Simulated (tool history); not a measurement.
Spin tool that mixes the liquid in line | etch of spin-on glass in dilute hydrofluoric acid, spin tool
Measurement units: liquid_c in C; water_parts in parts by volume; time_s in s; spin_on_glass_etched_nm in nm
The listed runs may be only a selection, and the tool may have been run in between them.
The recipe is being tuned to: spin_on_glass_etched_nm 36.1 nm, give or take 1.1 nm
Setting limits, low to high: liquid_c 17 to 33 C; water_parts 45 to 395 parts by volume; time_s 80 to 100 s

run	day	liquid_c	water_parts	time_s	spin_on_glass_etched_nm
1	0	25	220	100	15.21
2	0.229	23.5	220	100	14.526
3	0.592	23.5	220	80	11.64
4	0.738	25.5	220	80	12.288
5	1.083	25.5	145	80	20.655
6	1.304	25.5	220	80	12.272
7	1.379	26	185	80	15.461
# day 1.638: thermometer replaced
8	1.638	26	155	80	17.607
9	1.817	26	130	85	23.366
10	1.967	26	130	85	23.552
11	2.204	30	85	85	43.925
12	2.567	29.5	85	85	43.408
13	2.683	29	85	85	42.999
14	2.762	28.5	85	85	41.6
15	2.962	28	85	85	40.926
16	3.121	28	85	85	41.398
17	3.471	27.5	85	85	40.867
18	3.567	27	85	85	39.575
19	3.912	26.5	85	85	38.691

Exercise: of the 4 proposed moves below, exactly one satisfies all targets within the stated allowed misses. Which move is it?
A	4.258	26	80	80	?
B	4.258	26	85	80	?
C	4.258	25	85	95	?
D	4.258	29.5	100	100	?

move	spin_on_glass_etched_nm
A	38.302
B	35.811
C	40.877
D	42.662
A: an improvement on the last run, though not all results are within tolerance
B: meets every target
C: moves away from the targets compared with the last run
D: moves away from the targets compared with the last run
Move B is the one to make.

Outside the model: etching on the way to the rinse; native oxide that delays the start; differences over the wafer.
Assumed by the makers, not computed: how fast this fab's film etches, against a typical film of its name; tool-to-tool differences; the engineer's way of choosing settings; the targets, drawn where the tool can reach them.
